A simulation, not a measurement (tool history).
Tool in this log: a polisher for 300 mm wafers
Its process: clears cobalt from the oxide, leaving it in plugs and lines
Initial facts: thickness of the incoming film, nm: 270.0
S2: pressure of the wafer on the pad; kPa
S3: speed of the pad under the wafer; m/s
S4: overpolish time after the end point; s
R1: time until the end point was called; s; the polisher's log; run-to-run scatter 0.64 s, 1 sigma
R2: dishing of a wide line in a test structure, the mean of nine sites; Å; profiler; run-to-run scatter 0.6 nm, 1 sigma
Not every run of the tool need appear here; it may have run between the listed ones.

run 1 day=0 | flow_of_slurry_(ml/min)=240 S2=11 S3=1.28 S4=20 | R1=67.707 R2=457.48
run 2 day=0.192 | flow_of_slurry_(ml/min)=295 S2=11 S3=1.28 S4=20 | R1=66.559 R2=465.58
run 3 day=0.542 | flow_of_slurry_(ml/min)=295 S2=11 S3=1.28 S4=21 | R1=66.953 R2=471.48
run 4 day=0.583 | flow_of_slurry_(ml/min)=295 S2=11.7 S3=1.28 S4=22 | R1=62.738 R2=485.99
run 5 day=0.829 | flow_of_slurry_(ml/min)=295 S2=11.7 S3=1.28 S4=23 | R1=62.629 R2=509.04
run 6 day=0.921 | flow_of_slurry_(ml/min)=295 S2=11.7 S3=1.02 S4=23 | R1=74.578 R2=480.04

Run 7, settings as shown, results not yet in. Your forecast:
run 7 day=1.15 | flow_of_slurry_(ml/min)=295 S2=12.4 S3=1.02 S4=23 | R1=? R2=?

{"run 7": {"R1": 71.255, "R2": 480.7}}
